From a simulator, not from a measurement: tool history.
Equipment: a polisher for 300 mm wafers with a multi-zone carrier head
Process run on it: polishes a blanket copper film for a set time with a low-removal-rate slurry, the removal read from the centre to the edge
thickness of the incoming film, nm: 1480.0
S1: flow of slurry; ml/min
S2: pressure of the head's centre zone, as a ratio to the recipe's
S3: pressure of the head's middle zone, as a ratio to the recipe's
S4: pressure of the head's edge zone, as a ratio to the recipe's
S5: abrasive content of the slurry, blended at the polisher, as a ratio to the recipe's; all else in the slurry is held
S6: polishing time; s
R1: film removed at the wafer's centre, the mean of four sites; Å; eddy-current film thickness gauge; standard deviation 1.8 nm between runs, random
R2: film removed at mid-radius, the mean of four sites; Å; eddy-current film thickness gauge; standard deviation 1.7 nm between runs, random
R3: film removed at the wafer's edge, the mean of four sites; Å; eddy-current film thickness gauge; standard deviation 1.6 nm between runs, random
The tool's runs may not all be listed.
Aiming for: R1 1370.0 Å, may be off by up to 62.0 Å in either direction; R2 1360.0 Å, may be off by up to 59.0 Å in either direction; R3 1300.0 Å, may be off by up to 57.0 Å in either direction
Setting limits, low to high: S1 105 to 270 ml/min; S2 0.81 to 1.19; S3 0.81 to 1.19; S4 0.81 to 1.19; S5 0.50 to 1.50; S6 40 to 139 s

| run | day | S1 | S2 | S3 | S4 | S5 | S6 | R1 | R2 | R3 |
|---|---|---|---|---|---|---|---|---|---|---|
| 1 | 0.000 | 175 | 1.00 | 1.00 | 1.00 | 1.00 | 89 | 2304.7 | 2287.6 | 2370.0 |
| 2 | 0.088 | 145 | 1.00 | 1.00 | 1.00 | 1.00 | 89 | 2267.0 | 2251.4 | 2301.2 |
| 3 | 0.150 | 145 | 1.00 | 0.96 | 1.00 | 1.00 | 89 | 2331.3 | 2204.8 | 2252.5 |
| 4 | 0.404 | 140 | 0.99 | 0.95 | 0.99 | 0.95 | 85 | 2073.7 | 2003.3 | 2198.2 |
| 5 | 0.779 | 140 | 0.92 | 0.95 | 0.99 | 0.95 | 85 | 1993.5 | 2069.4 | 2207.3 |
| 6 | 0.917 | 135 | 0.95 | 0.97 | 0.97 | 0.95 | 80 | 1943.7 | 1943.8 | 1982.9 |
| 7 | 1.079 | 135 | 0.95 | 0.97 | 0.96 | 0.90 | 77 | 1797.7 | 1861.4 | 1962.1 |
| 8 | 1.333 | 130 | 0.97 | 0.98 | 0.95 | 0.90 | 73 | 1797.7 | 1729.9 | 1849.3 |
| 9 | 1.508 | 125 | 0.97 | 1.00 | 0.94 | 0.90 | 70 | 1682.7 | 1705.1 | 1745.1 |
| 10 | 1.725 | 135 | 1.02 | 1.00 | 0.84 | 0.65 | 52 | 1301.5 | 1232.4 | 1192.4 |

4 next moves are on the table. One of them brings every result within its allowed miss. Which?
| A | 1.942 | 150 | 1.11 | 0.84 | 0.88 | 0.70 | 55 | ? | ? | ? |
| B | 1.942 | 170 | 0.98 | 0.99 | 0.85 | 0.60 | 57 | ? | ? | ? |
| C | 1.942 | 105 | 0.92 | 0.81 | 1.00 | 0.80 | 58 | ? | ? | ? |
| D | 1.942 | 150 | 0.94 | 0.81 | 0.92 | 0.75 | 53 | ? | ? | ? |

| move | R1 | R2 | R3 |
|---|---|---|---|
| A | 1508.8 | 1196.4 | 1284.1 |
| B | 1379.4 | 1361.4 | 1300.8 |
| C | 1277.6 | 1207.0 | 1417.3 |
| D | 1238.9 | 1139.4 | 1272.4 |
A: the biggest miss grows against the last run
B: every result within its allowed miss
C: the biggest miss grows against the last run
D: the biggest miss grows against the last run
The right move is B.

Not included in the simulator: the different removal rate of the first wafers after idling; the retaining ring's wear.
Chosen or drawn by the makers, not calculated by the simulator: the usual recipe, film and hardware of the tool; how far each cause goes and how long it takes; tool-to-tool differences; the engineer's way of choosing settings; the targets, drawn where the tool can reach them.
